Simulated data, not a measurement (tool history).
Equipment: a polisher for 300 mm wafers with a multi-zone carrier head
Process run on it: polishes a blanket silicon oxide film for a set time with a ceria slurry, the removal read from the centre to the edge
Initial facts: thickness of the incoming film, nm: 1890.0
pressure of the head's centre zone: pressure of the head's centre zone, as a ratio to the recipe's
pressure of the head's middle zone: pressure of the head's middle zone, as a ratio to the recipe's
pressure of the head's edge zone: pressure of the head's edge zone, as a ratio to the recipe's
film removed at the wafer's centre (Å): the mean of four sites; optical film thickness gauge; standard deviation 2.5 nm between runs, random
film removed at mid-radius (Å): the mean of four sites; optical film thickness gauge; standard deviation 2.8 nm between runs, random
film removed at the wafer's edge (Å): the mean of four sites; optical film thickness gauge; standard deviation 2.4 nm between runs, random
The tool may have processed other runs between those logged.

| run | day | flow of slurry (ml/min) | pressure of the head's centre zone | pressure of the head's middle zone | pressure of the head's edge zone | polishing time (s) | film removed at the wafer's centre (Å) | film removed at mid-radius (Å) | film removed at the wafer's edge (Å) |
|---|---|---|---|---|---|---|---|---|---|
| 1 | 0 | 280 | 1 | 1 | 1 | 65 | 2972.4 | 3001.6 | 3001.1 |
| 2 | 0.138 | 330 | 1 | 1 | 1 | 65 | 3130.9 | 3006.1 | 3060.1 |
| 3 | 0.171 | 330 | 1 | 0.99 | 0.98 | 61 | 2897.4 | 2813.2 | 2822.1 |
| 4 | 0.275 | 360 | 1 | 0.99 | 0.98 | 61 | 2980.3 | 2867.8 | 2774.1 |
| 5 | 0.321 | 360 | 0.99 | 0.96 | 0.97 | 58 | 2800.8 | 2583.4 | 2699.3 |
| 6 | 0.35 | 360 | 0.96 | 0.96 | 0.97 | 58 | 2606.4 | 2670.8 | 2726.5 |
| 7 | 0.429 | 360 | 0.97 | 0.95 | 0.95 | 56 | 2649.9 | 2501.4 | 2618 |
| 8 | 0.712 | 360 | 0.97 | 0.95 | 0.93 | 54 | 2552.5 | 2436.2 | 2496.4 |
| 9 | 1.004 | 355 | 0.97 | 0.95 | 0.91 | 53 | 2499.5 | 2404.3 | 2404.3 |
| 10 | 1.121 | 355 | 0.97 | 0.95 | 0.91 | 53 | 2482.1 | 2415 | 2431.1 |
| 11 | 1.262 | 355 | 0.97 | 0.94 | 0.9 | 52 | 2456 | 2384.9 | 2369.8 |
| 12 | 1.604 | 355 | 0.97 | 0.93 | 0.89 | 51 | 2312.3 | 2243.5 | 2269.1 |
| 13 | 1.925 | 355 | 0.98 | 0.93 | 0.88 | 51 | 2392.9 | 2271.3 | 2286.2 |

Expected results for the next run?
| 14 | 2.146 | 335 | 0.98 | 0.89 | 0.81 | 48 | ? | ? | ? |

{"run 14": {"film removed at the wafer's centre (Å)": 2214.9, "film removed at mid-radius (Å)": 2013.5, "film removed at the wafer's edge (Å)": 2034.9}}
